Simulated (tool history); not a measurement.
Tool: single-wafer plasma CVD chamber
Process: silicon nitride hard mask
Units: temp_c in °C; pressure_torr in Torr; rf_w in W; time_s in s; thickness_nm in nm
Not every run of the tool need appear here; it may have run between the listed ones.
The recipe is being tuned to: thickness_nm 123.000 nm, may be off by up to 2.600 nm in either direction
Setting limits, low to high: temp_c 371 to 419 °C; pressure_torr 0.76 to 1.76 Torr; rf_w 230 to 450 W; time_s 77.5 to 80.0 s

run 1 hour=0.0 | temp_c=395 pressure_torr=1.26 rf_w=340 time_s=77.5 | thickness_nm=99.895
run 2 hour=2.5 | temp_c=395 pressure_torr=1.31 rf_w=345 time_s=77.6 | thickness_nm=101.460
run 3 hour=7.5 | temp_c=395 pressure_torr=1.35 rf_w=355 time_s=77.7 | thickness_nm=104.980
run 4 hour=11.9 | temp_c=395 pressure_torr=1.39 rf_w=360 time_s=77.8 | thickness_nm=105.950
run 5 hour=14.6 | temp_c=395 pressure_torr=1.29 rf_w=360 time_s=77.8 | thickness_nm=104.340
run 6 hour=21.3 | temp_c=395 pressure_torr=1.33 rf_w=365 time_s=77.9 | thickness_nm=105.600
run 7 hour=22.2 | temp_c=395 pressure_torr=1.37 rf_w=370 time_s=78.0 | thickness_nm=107.650
run 8 hour=27.0 | temp_c=395 pressure_torr=1.62 rf_w=410 time_s=78.5 | thickness_nm=120.000
run 9 hour=32.1 | temp_c=395 pressure_torr=1.63 rf_w=410 time_s=78.5 | thickness_nm=118.730
run 10 hour=33.3 | temp_c=395 pressure_torr=1.64 rf_w=410 time_s=78.5 | thickness_nm=119.780

Next run, 5 choices. One meets every target within its allowed miss, the rest don't. Which?
run A hour=34.5 | temp_c=409 pressure_torr=1.63 rf_w=385 time_s=78.7 | thickness_nm=?
run B hour=34.5 | temp_c=402 pressure_torr=1.55 rf_w=395 time_s=77.5 | thickness_nm=?
run C hour=34.5 | temp_c=407 pressure_torr=1.61 rf_w=450 time_s=77.5 | thickness_nm=?
run D hour=34.5 | temp_c=393 pressure_torr=1.63 rf_w=415 time_s=77.6 | thickness_nm=?
run E hour=34.5 | temp_c=386 pressure_torr=1.45 rf_w=395 time_s=80.0 | thickness_nm=?

move=A thickness_nm=116.530
move=B thickness_nm=114.840
move=C thickness_nm=123.240
move=D thickness_nm=119.870
move=E thickness_nm=116.950
A: further off than the last run
B: further off than the last run
C: meets every target
D: no better and no worse than the last run
E: further off than the last run
C meets every target.
